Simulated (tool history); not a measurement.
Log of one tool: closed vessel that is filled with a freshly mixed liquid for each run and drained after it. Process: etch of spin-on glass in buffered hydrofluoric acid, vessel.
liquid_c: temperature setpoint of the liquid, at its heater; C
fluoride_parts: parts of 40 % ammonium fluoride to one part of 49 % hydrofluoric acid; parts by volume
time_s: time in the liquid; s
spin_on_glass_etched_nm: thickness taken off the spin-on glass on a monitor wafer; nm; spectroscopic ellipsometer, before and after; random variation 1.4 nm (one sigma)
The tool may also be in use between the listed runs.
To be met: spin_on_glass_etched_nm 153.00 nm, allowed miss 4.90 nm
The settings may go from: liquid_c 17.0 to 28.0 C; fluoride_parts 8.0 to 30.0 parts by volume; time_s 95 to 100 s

run 1 day=0.000 | liquid_c=20.0 fluoride_parts=21.5 time_s=95 | spin_on_glass_etched_nm=115.34
run 2 day=0.308 | liquid_c=21.5 fluoride_parts=21.5 time_s=95 | spin_on_glass_etched_nm=124.44
run 3 day=0.429 | liquid_c=22.5 fluoride_parts=21.5 time_s=95 | spin_on_glass_etched_nm=130.52
run 4 day=0.796 | liquid_c=23.5 fluoride_parts=21.5 time_s=95 | spin_on_glass_etched_nm=140.75
run 5 day=0.867 | liquid_c=23.5 fluoride_parts=21.5 time_s=95 | spin_on_glass_etched_nm=140.06
run 6 day=0.950 | liquid_c=23.5 fluoride_parts=25.5 time_s=95 | spin_on_glass_etched_nm=124.05
run 7 day=1.129 | liquid_c=24.5 fluoride_parts=25.5 time_s=95 | spin_on_glass_etched_nm=131.44
run 8 day=1.338 | liquid_c=25.5 fluoride_parts=25.5 time_s=95 | spin_on_glass_etched_nm=137.44
run 9 day=1.646 | liquid_c=26.0 fluoride_parts=25.5 time_s=95 | spin_on_glass_etched_nm=144.55
run 10 day=1.950 | liquid_c=26.5 fluoride_parts=25.5 time_s=95 | spin_on_glass_etched_nm=148.69

Which of these 4 next moves meets every target?
run A day=2.254 | liquid_c=28.0 fluoride_parts=30.0 time_s=95 | spin_on_glass_etched_nm=?
run B day=2.254 | liquid_c=28.0 fluoride_parts=27.5 time_s=95 | spin_on_glass_etched_nm=?
run C day=2.254 | liquid_c=23.5 fluoride_parts=23.5 time_s=100 | spin_on_glass_etched_nm=?
run D day=2.254 | liquid_c=27.0 fluoride_parts=27.5 time_s=95 | spin_on_glass_etched_nm=?

move=A spin_on_glass_etched_nm=144.02
move=B spin_on_glass_etched_nm=152.84
move=C spin_on_glass_etched_nm=140.35
move=D spin_on_glass_etched_nm=144.83
A: further off than the last run
B: meets every target
C: further off than the last run
D: further off than the last run
Move B is the one to make.

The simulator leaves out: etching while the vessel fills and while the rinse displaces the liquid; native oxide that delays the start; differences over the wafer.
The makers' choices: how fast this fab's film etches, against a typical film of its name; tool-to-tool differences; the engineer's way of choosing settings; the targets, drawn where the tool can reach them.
